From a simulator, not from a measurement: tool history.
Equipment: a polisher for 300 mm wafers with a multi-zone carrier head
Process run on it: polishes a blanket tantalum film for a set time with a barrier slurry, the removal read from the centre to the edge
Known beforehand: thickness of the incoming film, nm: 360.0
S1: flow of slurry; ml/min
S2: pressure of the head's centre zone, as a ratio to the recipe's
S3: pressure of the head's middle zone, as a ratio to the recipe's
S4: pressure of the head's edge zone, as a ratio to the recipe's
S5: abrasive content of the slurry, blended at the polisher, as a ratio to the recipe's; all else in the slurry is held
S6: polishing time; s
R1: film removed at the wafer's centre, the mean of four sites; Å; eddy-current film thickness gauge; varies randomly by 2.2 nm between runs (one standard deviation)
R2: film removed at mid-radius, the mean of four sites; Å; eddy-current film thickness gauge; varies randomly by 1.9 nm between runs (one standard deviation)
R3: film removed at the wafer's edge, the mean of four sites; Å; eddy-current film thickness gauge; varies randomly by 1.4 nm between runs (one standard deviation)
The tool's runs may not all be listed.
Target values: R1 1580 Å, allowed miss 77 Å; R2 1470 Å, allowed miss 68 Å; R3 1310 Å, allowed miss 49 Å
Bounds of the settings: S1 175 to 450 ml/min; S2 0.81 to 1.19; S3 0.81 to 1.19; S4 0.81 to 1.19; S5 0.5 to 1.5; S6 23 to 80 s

| run | day | S1 | S2 | S3 | S4 | S5 | S6 | R1 | R2 | R3 |
|---|---|---|---|---|---|---|---|---|---|---|
| 1 | 0 | 290 | 1 | 1 | 1 | 1 | 51 | 1549.9 | 1485.6 | 1541.6 |
| 2 | 0.067 | 295 | 1.03 | 1.02 | 0.95 | 0.95 | 51 | 1535.2 | 1498.2 | 1442.5 |
| 3 | 0.1 | 295 | 1.03 | 1.02 | 0.95 | 1.1 | 51 | 1611.3 | 1592.1 | 1511.7 |
| 4 | 0.242 | 295 | 1.03 | 0.96 | 0.95 | 1.1 | 51 | 1624.7 | 1542.5 | 1544 |
| 5 | 0.475 | 295 | 1.06 | 0.97 | 0.91 | 1.05 | 51 | 1624.2 | 1503.4 | 1512.9 |
| 6 | 0.771 | 295 | 1.06 | 0.97 | 0.91 | 0.85 | 51 | 1536.5 | 1417.8 | 1371.9 |
| 7 | 0.892 | 295 | 1.06 | 0.97 | 0.91 | 0.85 | 51 | 1510.6 | 1408.2 | 1385.8 |
| 8 | 1.225 | 300 | 1.08 | 0.99 | 0.89 | 0.85 | 51 | 1562.7 | 1427 | 1365.1 |

Exactly one of the 5 candidate moves below puts every result within its allowed miss. Which one?
| A | 1.558 | 335 | 1.19 | 0.98 | 0.89 | 0.8 | 54 | ? | ? | ? |
| B | 1.558 | 425 | 1.05 | 0.94 | 0.93 | 1.05 | 48 | ? | ? | ? |
| C | 1.558 | 285 | 0.98 | 1.02 | 0.84 | 0.95 | 49 | ? | ? | ? |
| D | 1.558 | 310 | 1.06 | 0.98 | 0.93 | 0.8 | 54 | ? | ? | ? |
| E | 1.558 | 310 | 1.1 | 1.05 | 0.87 | 0.75 | 53 | ? | ? | ? |

| move | R1 | R2 | R3 |
|---|---|---|---|
| A | 1808.9 | 1484.7 | 1402.4 |
| B | 1606.3 | 1466.1 | 1432.8 |
| C | 1420.5 | 1448.1 | 1311.6 |
| D | 1596.6 | 1474.5 | 1422.8 |
| E | 1579.6 | 1450.4 | 1314.3 |
A: moves away from the targets compared with the last run
B: moves away from the targets compared with the last run
C: gets the furthest-off result to its target, but another result is out of tolerance
D: moves away from the targets compared with the last run
E: meets every target
Move E is the one to make.
